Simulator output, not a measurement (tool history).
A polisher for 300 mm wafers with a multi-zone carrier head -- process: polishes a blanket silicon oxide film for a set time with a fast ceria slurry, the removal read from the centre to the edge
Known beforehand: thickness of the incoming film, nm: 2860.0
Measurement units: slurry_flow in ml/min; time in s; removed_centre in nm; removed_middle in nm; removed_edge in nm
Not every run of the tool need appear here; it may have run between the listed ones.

| run | day | slurry_flow | centre_zone | middle_zone | edge_zone | time | removed_centre | removed_middle | removed_edge |
|---|---|---|---|---|---|---|---|---|---|
| 1 | 0 | 145 | 1 | 1 | 1 | 57 | 895.87 | 894.58 | 878.51 |
| 2 | 0.042 | 145 | 1 | 1 | 1 | 48 | 753.36 | 763.41 | 729.38 |
| 3 | 0.288 | 145 | 1 | 1 | 1 | 58 | 913.04 | 899.31 | 877.96 |
| 4 | 0.433 | 140 | 1 | 0.97 | 0.96 | 54 | 833.29 | 835.86 | 833.61 |
| 5 | 0.496 | 145 | 1.02 | 0.96 | 0.98 | 50 | 808.41 | 771.53 | 777.24 |
| 6 | 0.604 | 145 | 1.02 | 1.04 | 0.98 | 50 | 794.63 | 812.04 | 775.9 |
| 7 | 0.779 | 150 | 1.02 | 1.01 | 1.02 | 47 | 761.54 | 757.15 | 731.41 |

Expected results for the next run?
| 8 | 0.833 | 155 | 1.03 | 0.99 | 1.03 | 44 | ? | ? | ? |

{"run 8": {"removed_centre": 723.83, "removed_middle": 708.45, "removed_edge": 692.46}}
